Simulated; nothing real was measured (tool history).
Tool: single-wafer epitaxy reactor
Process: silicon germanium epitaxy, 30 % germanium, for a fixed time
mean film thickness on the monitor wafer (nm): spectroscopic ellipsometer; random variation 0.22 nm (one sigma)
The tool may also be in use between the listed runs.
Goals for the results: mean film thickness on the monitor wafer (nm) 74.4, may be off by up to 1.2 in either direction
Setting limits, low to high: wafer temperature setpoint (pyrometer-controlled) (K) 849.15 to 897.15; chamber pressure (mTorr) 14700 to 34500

run  hour  wafer temperature setpoint (pyrometer-controlled) (K)  chamber pressure (mTorr)  mean film thickness on the monitor wafer (nm)
  1     0                                                 873.15                     24600                                         70.393
  2   7.6                                                 864.15                     24600                                         60.831
  3  14.2                                                 864.15                     22600                                         58.508
  4  20.6                                                 868.15                     22700                                          62.38
  5  23.2                                                 871.15                     22700                                         65.719
  6  28.8                                                 861.15                     22700                                         55.565
  7  34.2                                                 866.15                     22800                                         60.689
  8  37.6                                                 869.15                     22900                                         63.881

Consider the 4 candidate settings below. Which is the only one whose results all fall within their allowed miss of target?
  A    41                                                 878.15                     23100                                              ?
  B    41                                                 877.15                     22100                                              ?
  C    41                                                 881.15                     22700                                              ?
  D    41                                                 878.15                     25500                                              ?

move  mean film thickness on the monitor wafer (nm)
   A                                         74.035
   B                                         71.592
   C                                         77.106
   D                                         77.008
A: each result inside its tolerance
B: an improvement on the last run, though not all results are within tolerance
C: pushes the last run's worst result past its target
D: pushes the last run's worst result past its target
Correct choice: A, which meets every target
